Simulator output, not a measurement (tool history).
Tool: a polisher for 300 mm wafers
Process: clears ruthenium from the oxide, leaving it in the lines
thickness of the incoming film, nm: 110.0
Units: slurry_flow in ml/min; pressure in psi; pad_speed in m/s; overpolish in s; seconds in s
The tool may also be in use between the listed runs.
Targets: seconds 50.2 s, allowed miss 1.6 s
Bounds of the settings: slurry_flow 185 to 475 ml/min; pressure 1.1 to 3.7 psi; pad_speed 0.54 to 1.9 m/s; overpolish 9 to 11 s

| run | hour | slurry_flow | pressure | pad_speed | overpolish | seconds |
|---|---|---|---|---|---|---|
| 1 | 0 | 305 | 2.4 | 1.22 | 11 | 77.036 |
| 2 | 0.6 | 305 | 2.6 | 1.22 | 11 | 71.671 |
| 3 | 7.8 | 305 | 2.6 | 1.22 | 11 | 71.423 |
| 4 | 9.4 | 305 | 2.8 | 1.22 | 11 | 65.862 |
| 5 | 15.3 | 305 | 2.8 | 1.22 | 9 | 66.466 |
| 6 | 23.9 | 305 | 2.4 | 1.22 | 9 | 78.217 |
| 7 | 28.1 | 305 | 2.6 | 1.22 | 9 | 72.083 |
|  | 29.5 | head pressure recalibrated |
| 8 | 29.5 | 305 | 2.8 | 1.22 | 9 | 69.918 |
| 9 | 35.5 | 305 | 3 | 1.24 | 9 | 64.278 |
| 10 | 38.5 | 305 | 3.1 | 1.26 | 9 | 63.135 |
| 11 | 42.8 | 305 | 3.2 | 1.28 | 9 | 59.427 |
| 12 | 50.1 | 305 | 3.3 | 1.3 | 9 | 58.024 |
| 13 | 57 | 305 | 3.4 | 1.32 | 9 | 54.705 |
| 14 | 59.6 | 305 | 3.5 | 1.32 | 9 | 54.195 |

Which of these 5 next moves meets every target?
| A | 62.2 | 270 | 3.6 | 1.44 | 10 | ? |
| B | 62.2 | 325 | 2.9 | 1.66 | 10 | ? |
| C | 62.2 | 315 | 3.7 | 1.18 | 9 | ? |
| D | 62.2 | 380 | 3.6 | 1.14 | 9 | ? |
| E | 62.2 | 290 | 3.3 | 1.2 | 9 | ? |

| move | seconds |
|---|---|
| A | 50.18 |
| B | 55.214 |
| C | 54.836 |
| D | 56.7 |
| E | 61.15 |
A: meets every target
B: further off than the last run
C: further off than the last run
D: further off than the last run
E: further off than the last run
The right move is A.
